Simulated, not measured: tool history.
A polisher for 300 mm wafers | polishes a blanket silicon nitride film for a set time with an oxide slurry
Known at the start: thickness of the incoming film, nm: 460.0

run,day,flow of slurry (ml/min),pressure of the wafer on the pad (kPa),speed of the pad under the wafer (cm/s),abrasive content of the slurry,polishing time (s),film removed (angstrom)
1,0,170,32.4,90,1,48,399.8
2,0.104,170,32.4,90,1.1,48,413.72
3,0.175,195,32.4,90,1.1,48,428.27
4,0.229,195,26.9,90,1.1,48,348.03
5,0.571,195,27.6,90,1.1,48,362.86
6,0.896,195,28.3,90,1.1,48,366.06

Forecast run 7:
7,1.154,195,29,90,1.1,48,?

{"run 7": {"film removed (angstrom)": 374.35}}
